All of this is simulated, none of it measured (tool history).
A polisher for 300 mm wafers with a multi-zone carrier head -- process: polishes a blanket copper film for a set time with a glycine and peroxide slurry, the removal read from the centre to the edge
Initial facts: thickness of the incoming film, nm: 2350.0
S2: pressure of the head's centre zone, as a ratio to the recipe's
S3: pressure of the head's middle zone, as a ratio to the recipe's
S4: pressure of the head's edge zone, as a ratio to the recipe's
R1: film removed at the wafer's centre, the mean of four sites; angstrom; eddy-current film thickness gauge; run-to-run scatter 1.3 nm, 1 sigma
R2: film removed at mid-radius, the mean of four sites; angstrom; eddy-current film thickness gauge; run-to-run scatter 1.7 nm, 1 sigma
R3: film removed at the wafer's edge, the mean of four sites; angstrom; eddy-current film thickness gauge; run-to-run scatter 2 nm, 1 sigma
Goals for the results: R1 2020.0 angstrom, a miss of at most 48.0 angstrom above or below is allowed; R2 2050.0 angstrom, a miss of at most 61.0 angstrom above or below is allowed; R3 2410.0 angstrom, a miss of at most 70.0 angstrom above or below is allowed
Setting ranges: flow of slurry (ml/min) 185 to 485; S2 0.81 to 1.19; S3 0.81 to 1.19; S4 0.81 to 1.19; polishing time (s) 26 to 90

Run 1, hour 0.0: flow of slurry (ml/min) 310, S2 1.00, S3 1.00, S4 1.00, polishing time (s) 58. Result: R1 2996.0 angstrom, R2 3034.2 angstrom, R3 3012.2 angstrom.
Run 2, hour 3.8: flow of slurry (ml/min) 310, S2 1.08, S3 1.00, S4 1.00, polishing time (s) 58. Result: R1 3219.8 angstrom, R2 2984.1 angstrom, R3 3012.6 angstrom.
Run 3, hour 11.7: flow of slurry (ml/min) 300, S2 1.04, S3 0.97, S4 1.01, polishing time (s) 56. Result: R1 3034.8 angstrom, R2 2799.6 angstrom, R3 2904.1 angstrom.
Run 4, hour 13.4: flow of slurry (ml/min) 300, S2 1.04, S3 0.97, S4 1.01, polishing time (s) 68. Result: R1 3661.7 angstrom, R2 3419.7 angstrom, R3 3588.3 angstrom.
Run 5, hour 21.2: flow of slurry (ml/min) 300, S2 1.04, S3 0.97, S4 1.01, polishing time (s) 76. Result: R1 4108.3 angstrom, R2 3802.6 angstrom, R3 4015.0 angstrom.
Run 6, hour 29.7: flow of slurry (ml/min) 290, S2 1.00, S3 0.94, S4 1.01, polishing time (s) 70. Result: R1 3612.8 angstrom, R2 3416.6 angstrom, R3 3735.4 angstrom.
Run 7, hour 35.1: flow of slurry (ml/min) 285, S2 0.97, S3 0.92, S4 1.00, polishing time (s) 65. Result: R1 3242.3 angstrom, R2 3113.1 angstrom, R3 3405.2 angstrom.
Run 8, hour 38.5: flow of slurry (ml/min) 285, S2 0.97, S3 0.92, S4 1.00, polishing time (s) 65. Result: R1 3234.5 angstrom, R2 3146.8 angstrom, R3 3393.6 angstrom.
Run 9, hour 46.3: flow of slurry (ml/min) 285, S2 0.97, S3 0.92, S4 1.00, polishing time (s) 65. Result: R1 3246.2 angstrom, R2 3108.1 angstrom, R3 3384.4 angstrom.

Which single option among these 4 for the next run brings every result within its allowed miss of target? Just one does.
Run A, hour 54.1: flow of slurry (ml/min) 250, S2 0.89, S3 0.89, S4 1.09, polishing time (s) 45. Result: R1 ?, R2 ?, R3 ?.
Run B, hour 54.1: flow of slurry (ml/min) 315, S2 0.98, S3 1.12, S4 0.82, polishing time (s) 40. Result: R1 ?, R2 ?, R3 ?.
Run C, hour 54.1: flow of slurry (ml/min) 250, S2 0.87, S3 0.88, S4 1.07, polishing time (s) 49. Result: R1 ?, R2 ?, R3 ?.
Run D, hour 54.1: flow of slurry (ml/min) 190, S2 0.88, S3 0.86, S4 1.17, polishing time (s) 47. Result: R1 ?, R2 ?, R3 ?.

move      R1      R2      R3
   A  2051.6  2059.0  2416.5
   B  2064.1  2272.7  1905.7
   C  2183.2  2221.5  2607.3
   D  2040.5  2021.7  2553.5
A: every result within its allowed miss
B: brings the last run's worst result on target, with another outside its allowed miss
C: closer than the last run, but not yet in spec
D: brings the last run's worst result on target, with another outside its allowed miss
A meets every target.
